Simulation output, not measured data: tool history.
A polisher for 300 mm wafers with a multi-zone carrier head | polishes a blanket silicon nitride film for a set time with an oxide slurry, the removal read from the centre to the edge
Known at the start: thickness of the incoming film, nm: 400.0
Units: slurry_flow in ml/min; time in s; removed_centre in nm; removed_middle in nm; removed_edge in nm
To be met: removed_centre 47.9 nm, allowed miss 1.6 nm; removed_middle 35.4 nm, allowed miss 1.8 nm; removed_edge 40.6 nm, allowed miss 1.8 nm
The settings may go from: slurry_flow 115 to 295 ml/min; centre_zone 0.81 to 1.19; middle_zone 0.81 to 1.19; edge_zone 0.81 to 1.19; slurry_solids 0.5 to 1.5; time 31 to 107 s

Run 1, hour 0: slurry_flow 190 ml/min, centre_zone 1, middle_zone 1, edge_zone 1, slurry_solids 1, time 69 s. Result: removed_centre 35.117 nm, removed_middle 33.375 nm, removed_edge 35.149 nm.
Run 2, hour 8.7: slurry_flow 205 ml/min, centre_zone 1.06, middle_zone 0.98, edge_zone 1.03, slurry_solids 1.05, time 69 s. Result: removed_centre 38.214 nm, removed_middle 33.703 nm, removed_edge 35.103 nm.
Run 3, hour 15.4: slurry_flow 205 ml/min, centre_zone 1.09, middle_zone 0.98, edge_zone 1.03, slurry_solids 1.05, time 69 s. Result: removed_centre 40.119 nm, removed_middle 34.581 nm, removed_edge 37.399 nm.
Run 4, hour 17.5: slurry_flow 205 ml/min, centre_zone 1.09, middle_zone 0.91, edge_zone 1.03, slurry_solids 1.05, time 69 s. Result: removed_centre 39.478 nm, removed_middle 33.004 nm, removed_edge 35.634 nm.
Run 5, hour 23.1: slurry_flow 205 ml/min, centre_zone 1.09, middle_zone 0.91, edge_zone 0.96, slurry_solids 1.05, time 69 s. Result: removed_centre 40.243 nm, removed_middle 32.204 nm, removed_edge 35.42 nm.
Run 6, hour 27.9: slurry_flow 205 ml/min, centre_zone 1.04, middle_zone 0.91, edge_zone 0.96, slurry_solids 1.05, time 69 s. Result: removed_centre 37.355 nm, removed_middle 32.138 nm, removed_edge 34.975 nm.
Run 7, hour 32.5: slurry_flow 190 ml/min, centre_zone 1.08, middle_zone 0.89, edge_zone 0.97, slurry_solids 1.15, time 70 s. Result: removed_centre 41.277 nm, removed_middle 33.381 nm, removed_edge 37.073 nm.
Run 8, hour 40.4: slurry_flow 185 ml/min, centre_zone 1.11, middle_zone 0.88, edge_zone 0.98, slurry_solids 1.2, time 70 s. Result: removed_centre 44.152 nm, removed_middle 33.366 nm, removed_edge 37.978 nm.

Which of these 5 next moves meets every target?
Run A, hour 48.3: slurry_flow 240 ml/min, centre_zone 1.11, middle_zone 1.01, edge_zone 0.95, slurry_solids 1.1, time 66 s. Result: removed_centre ?, removed_middle ?, removed_edge ?.
Run B, hour 48.3: slurry_flow 145 ml/min, centre_zone 1.16, middle_zone 0.87, edge_zone 0.97, slurry_solids 1.15, time 79 s. Result: removed_centre ?, removed_middle ?, removed_edge ?.
Run C, hour 48.3: slurry_flow 225 ml/min, centre_zone 1.11, middle_zone 0.92, edge_zone 0.94, slurry_solids 1.2, time 67 s. Result: removed_centre ?, removed_middle ?, removed_edge ?.
Run D, hour 48.3: slurry_flow 250 ml/min, centre_zone 1.11, middle_zone 1.01, edge_zone 0.91, slurry_solids 1.15, time 62 s. Result: removed_centre ?, removed_middle ?, removed_edge ?.
Run E, hour 48.3: slurry_flow 210 ml/min, centre_zone 1.07, middle_zone 1, edge_zone 0.99, slurry_solids 1.05, time 72 s. Result: removed_centre ?, removed_middle ?, removed_edge ?.

move  removed_centre  removed_middle  removed_edge
   A          40.404          35.716        34.422
   B          47.148          35.573        40.154
   C          42.275          34.609        36.009
   D          38.959          34.422        32.475
   E          40.738          37.138        36.972
A: further off than the last run
B: meets every target
C: further off than the last run
D: further off than the last run
E: further off than the last run
The right move is B.

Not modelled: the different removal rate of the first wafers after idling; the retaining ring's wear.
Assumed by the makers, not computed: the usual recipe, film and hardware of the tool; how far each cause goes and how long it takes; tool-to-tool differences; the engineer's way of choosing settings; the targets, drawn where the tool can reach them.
